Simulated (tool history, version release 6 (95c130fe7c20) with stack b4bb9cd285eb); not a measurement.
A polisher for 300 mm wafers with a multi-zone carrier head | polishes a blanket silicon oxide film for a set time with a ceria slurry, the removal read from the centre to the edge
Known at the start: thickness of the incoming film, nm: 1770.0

| run | hour | flow of slurry (ml/min) | pressure of the head's centre zone | pressure of the head's middle zone | pressure of the head's edge zone | polishing time (s) | film removed at the wafer's centre (angstrom) | film removed at mid-radius (angstrom) | film removed at the wafer's edge (angstrom) |
|---|---|---|---|---|---|---|---|---|---|
| 1 | 0 | 305 | 1 | 1 | 1 | 31 | 829.99 | 846.7 | 861.15 |
| 2 | 3.9 | 380 | 1 | 1 | 1 | 31 | 835.73 | 858.9 | 872.23 |
| 3 | 6.3 | 380 | 1 | 0.92 | 1 | 31 | 850.87 | 803.15 | 874.84 |
| 4 | 11.4 | 380 | 0.98 | 0.91 | 1 | 30 | 804.85 | 773.97 | 808.2 |
| 5 | 15.7 | 365 | 0.97 | 0.9 | 1.02 | 29 | 777.11 | 735.02 | 816.95 |
| 6 | 16.7 | 365 | 0.97 | 0.9 | 1.02 | 35 | 933.09 | 888.02 | 972.72 |
| 7 | 17.8 | 365 | 0.95 | 0.89 | 1.02 | 33 | 870.73 | 826.82 | 945.33 |
| 8 | 20.5 | 365 | 0.94 | 0.88 | 1.01 | 31 | 811.73 | 757.06 | 879.32 |
| 9 | 26.5 | 365 | 0.93 | 0.89 | 1.01 | 29 | 747.6 | 706.41 | 805.04 |
| 10 | 29.8 | 365 | 0.92 | 0.89 | 1.01 | 28 | 723.28 | 698.72 | 782.79 |
| 11 | 31.1 | 365 | 0.91 | 0.89 | 1.01 | 27 | 684.35 | 673.82 | 753.3 |
| 12 | 36 | 365 | 0.9 | 0.88 | 1.01 | 26 | 652.21 | 645.87 | 730.01 |
| 13 | 38.7 | 365 | 0.89 | 0.87 | 1 | 25 | 620.29 | 620.47 | 700.26 |
| 14 | 45.9 | 325 | 0.85 | 0.81 | 0.97 | 20 | 485.87 | 459.26 | 543.75 |
| 15 | 49.8 | 325 | 0.85 | 0.81 | 0.97 | 20 | 479.64 | 460.22 | 541.67 |
| 16 | 56.6 | 335 | 0.85 | 0.81 | 0.97 | 20 | 490.14 | 468.15 | 542.19 |

Run 17 is up next; what results do you expect?
| 17 | 63.1 | 340 | 0.85 | 0.81 | 0.98 | 20 | ? | ? | ? |

film removed at the wafer's centre (angstrom): 489.87
film removed at mid-radius (angstrom): 452.3
film removed at the wafer's edge (angstrom): 546.24
